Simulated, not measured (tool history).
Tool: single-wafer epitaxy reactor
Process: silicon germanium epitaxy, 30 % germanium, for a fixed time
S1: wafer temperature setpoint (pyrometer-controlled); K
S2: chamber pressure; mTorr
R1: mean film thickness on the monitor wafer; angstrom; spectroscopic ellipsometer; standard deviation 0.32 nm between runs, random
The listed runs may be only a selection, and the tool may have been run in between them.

run	hour	S1	S2	R1
1	0.0	883.15	27900	828.29
2	5.6	877.15	27900	751.11
3	13.5	877.15	23500	716.89
4	21.4	884.15	23800	805.26
5	26.6	888.15	23800	854.81
6	30.2	884.15	23800	804.23
7	32.5	889.15	24000	879.16
8	39.6	892.15	24100	921.37
9	42.7	895.15	24200	960.19
# hour 48.7: capacitance manometer re-zeroed and calibrated
10	48.7	897.15	24300	985.45

Run 11 has not been measured yet. What should we expect?
11	55.7	898.15	24400	?

Run 11 produced R1 1001.80 angstrom.
